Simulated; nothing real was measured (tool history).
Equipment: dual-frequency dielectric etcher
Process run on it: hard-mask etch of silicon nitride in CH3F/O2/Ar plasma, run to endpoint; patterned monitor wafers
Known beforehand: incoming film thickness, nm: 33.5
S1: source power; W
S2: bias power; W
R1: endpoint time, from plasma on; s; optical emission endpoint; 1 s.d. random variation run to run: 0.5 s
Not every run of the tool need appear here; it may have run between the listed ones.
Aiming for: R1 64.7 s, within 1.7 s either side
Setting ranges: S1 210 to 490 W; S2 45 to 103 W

run    day   S1  S2      R1
  1      0  350  74  51.589
  2   0.05  410  74  48.646
  3  0.192  410  65  50.756
  4  0.321  470  65  47.866
  5  0.579  470  75  45.835
  6  0.783  420  75  48.246
  7  0.908  360  67  52.465
  8  1.025  290  53  62.187
  9  1.138  280  53  63.036

5 candidate next runs follow, results not yet known. Just one meets every target within its allowed miss. Identify it.
  A  1.25  210  71   ?
  B  1.25  240  51   ?
  C  1.25  290  58   ?
  D  1.25  330  49   ?
  E  1.25  300  56   ?

move      R1
   A  63.576
   B  67.107
   C  59.847
   D  59.847
   E    59.7
A: all results land within tolerance of their targets
B: carries the result that was furthest off beyond its target, to the other side
C: lands further from the targets than the last run did
D: lands further from the targets than the last run did
E: lands further from the targets than the last run did
Correct choice: A, which meets every target

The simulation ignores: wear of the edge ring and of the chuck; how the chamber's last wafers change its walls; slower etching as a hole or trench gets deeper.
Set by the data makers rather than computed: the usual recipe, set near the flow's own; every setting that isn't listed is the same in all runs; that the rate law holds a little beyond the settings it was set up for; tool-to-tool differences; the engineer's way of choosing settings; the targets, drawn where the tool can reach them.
